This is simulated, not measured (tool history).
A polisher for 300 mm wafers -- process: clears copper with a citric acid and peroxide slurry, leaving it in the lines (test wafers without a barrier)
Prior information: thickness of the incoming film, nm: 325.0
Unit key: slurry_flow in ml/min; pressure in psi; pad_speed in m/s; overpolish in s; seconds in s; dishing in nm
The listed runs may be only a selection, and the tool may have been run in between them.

Run 1, hour 0: slurry_flow 280 ml/min, pressure 4.1 psi, pad_speed 0.98 m/s, slurry_solids 1, overpolish 29 s. Result: seconds 92.464 s, dishing 69.618 nm.
Run 2, hour 3.1: slurry_flow 280 ml/min, pressure 4.1 psi, pad_speed 0.98 m/s, slurry_solids 1.2, overpolish 29 s. Result: seconds 86.588 s, dishing 71.133 nm.
Run 3, hour 11.4: slurry_flow 280 ml/min, pressure 4.1 psi, pad_speed 0.98 m/s, slurry_solids 1.2, overpolish 39 s. Result: seconds 89.047 s, dishing 92.553 nm.
Run 4, hour 15.7: slurry_flow 325 ml/min, pressure 4.1 psi, pad_speed 0.98 m/s, slurry_solids 1.2, overpolish 39 s. Result: seconds 87.508 s, dishing 90.045 nm.
Run 5, hour 21.8: slurry_flow 325 ml/min, pressure 4.1 psi, pad_speed 0.98 m/s, slurry_solids 1.2, overpolish 35 s. Result: seconds 86.503 s, dishing 84.562 nm.
Run 6, hour 23.8: slurry_flow 325 ml/min, pressure 3.7 psi, pad_speed 0.98 m/s, slurry_solids 1.2, overpolish 28 s. Result: seconds 93.761 s, dishing 68.946 nm.

Run 7 comes next. What will it give?
Run 7, hour 30.1: slurry_flow 325 ml/min, pressure 3 psi, pad_speed 0.92 m/s, slurry_solids 1.2, overpolish 14 s. Result: seconds ?, dishing ?.

seconds: 118.94 s
dishing: 29.081 nm
